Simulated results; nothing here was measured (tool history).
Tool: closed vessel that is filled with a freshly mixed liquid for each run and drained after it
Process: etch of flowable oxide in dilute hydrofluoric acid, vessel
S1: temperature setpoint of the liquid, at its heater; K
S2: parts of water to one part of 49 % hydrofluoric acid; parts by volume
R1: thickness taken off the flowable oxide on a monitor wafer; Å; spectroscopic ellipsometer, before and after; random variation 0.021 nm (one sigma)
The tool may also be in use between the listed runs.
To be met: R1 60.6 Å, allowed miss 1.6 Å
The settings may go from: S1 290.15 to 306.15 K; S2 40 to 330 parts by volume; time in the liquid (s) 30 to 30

{"run": 1, "hour": 0.0, "S1": 298.15, "S2": 185, "time in the liquid (s)": 30, "R1": 71.408}
{"run": 2, "hour": 5.5, "S1": 301.15, "S2": 185, "time in the liquid (s)": 30, "R1": 79.367}
{"run": 3, "hour": 11.8, "S1": 304.15, "S2": 185, "time in the liquid (s)": 30, "R1": 88.326}
{"run": 4, "hour": 19.9, "S1": 301.65, "S2": 185, "time in the liquid (s)": 30, "R1": 81.358}
{"run": 5, "hour": 26.6, "S1": 300.65, "S2": 185, "time in the liquid (s)": 30, "R1": 78.902}
{"run": 6, "hour": 35.3, "S1": 300.65, "S2": 185, "time in the liquid (s)": 30, "R1": 78.359}
{"run": 7, "hour": 39.5, "S1": 299.65, "S2": 185, "time in the liquid (s)": 30, "R1": 75.429}
{"run": 8, "hour": 47.0, "S1": 298.65, "S2": 185, "time in the liquid (s)": 30, "R1": 72.846}
{"run": 9, "hour": 50.5, "S1": 298.15, "S2": 185, "time in the liquid (s)": 30, "R1": 71.684}
{"run": 10, "hour": 53.2, "S1": 297.65, "S2": 185, "time in the liquid (s)": 30, "R1": 70.122}
{"run": 11, "hour": 57.4, "S1": 297.65, "S2": 185, "time in the liquid (s)": 30, "R1": 70.116}
{"run": 12, "hour": 65.7, "S1": 297.15, "S2": 185, "time in the liquid (s)": 30, "R1": 68.923}

5 next moves are on the table. One of them brings every result within its allowed miss. Which?
{"run": "A", "hour": 74.0, "S1": 299.15, "S2": 220, "time in the liquid (s)": 30, "R1": "?"}
{"run": "B", "hour": 74.0, "S1": 295.65, "S2": 210, "time in the liquid (s)": 30, "R1": "?"}
{"run": "C", "hour": 74.0, "S1": 293.65, "S2": 195, "time in the liquid (s)": 30, "R1": "?"}
{"run": "D", "hour": 74.0, "S1": 296.15, "S2": 210, "time in the liquid (s)": 30, "R1": "?"}
{"run": "E", "hour": 74.0, "S1": 298.65, "S2": 230, "time in the liquid (s)": 30, "R1": "?"}

move=A R1=59.926
move=B R1=55.842
move=C R1=56.598
move=D R1=56.891
move=E R1=55.699
A: meets every target
B: takes the result that was furthest off past its target
C: takes the result that was furthest off past its target
D: takes the result that was furthest off past its target
E: takes the result that was furthest off past its target
Answer: A

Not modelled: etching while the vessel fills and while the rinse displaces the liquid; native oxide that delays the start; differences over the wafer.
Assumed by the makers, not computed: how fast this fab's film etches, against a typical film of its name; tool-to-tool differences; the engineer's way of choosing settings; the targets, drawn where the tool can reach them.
